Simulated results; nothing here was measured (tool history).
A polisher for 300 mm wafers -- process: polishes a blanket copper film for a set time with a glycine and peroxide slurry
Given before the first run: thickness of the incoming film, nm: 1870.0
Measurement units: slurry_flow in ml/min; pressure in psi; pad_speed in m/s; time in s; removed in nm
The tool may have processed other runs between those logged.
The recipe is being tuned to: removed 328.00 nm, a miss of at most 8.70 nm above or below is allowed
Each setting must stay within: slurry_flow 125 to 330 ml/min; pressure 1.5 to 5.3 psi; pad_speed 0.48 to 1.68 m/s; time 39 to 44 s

| run | day | slurry_flow | pressure | pad_speed | time | removed |
|---|---|---|---|---|---|---|
| 1 | 0.000 | 210 | 3.4 | 1.08 | 44 | 251.30 |
| 2 | 0.321 | 210 | 3.4 | 1.08 | 39 | 221.94 |
| 3 | 0.600 | 210 | 3.4 | 1.18 | 39 | 236.74 |
| 4 | 0.875 | 210 | 3.8 | 1.18 | 39 | 263.58 |
| 5 | 1.142 | 210 | 3.8 | 1.18 | 39 | 264.14 |
| 6 | 1.233 | 210 | 3.8 | 1.18 | 39 | 263.21 |
| 7 | 1.358 | 220 | 4.0 | 1.18 | 39 | 277.37 |
| 8 | 1.492 | 225 | 4.2 | 1.18 | 39 | 287.26 |

Below are 5 possible settings for the next run. Only one of them brings all results inside the allowed miss of their targets. Which is it?
| A | 1.625 | 255 | 4.3 | 1.18 | 43 | ? |
| B | 1.625 | 240 | 5.2 | 1.06 | 43 | ? |
| C | 1.625 | 190 | 3.9 | 1.52 | 42 | ? |
| D | 1.625 | 140 | 4.9 | 1.14 | 40 | ? |
| E | 1.625 | 225 | 4.3 | 1.32 | 42 | ? |

| move | removed |
|---|---|
| A | 333.67 |
| B | 358.30 |
| C | 361.00 |
| D | 314.63 |
| E | 354.94 |
A: all results in spec
B: carries the result that was furthest off beyond its target, to the other side
C: carries the result that was furthest off beyond its target, to the other side
D: better than the last run, though not everything is in spec
E: carries the result that was furthest off beyond its target, to the other side
The move that meets every target is A.

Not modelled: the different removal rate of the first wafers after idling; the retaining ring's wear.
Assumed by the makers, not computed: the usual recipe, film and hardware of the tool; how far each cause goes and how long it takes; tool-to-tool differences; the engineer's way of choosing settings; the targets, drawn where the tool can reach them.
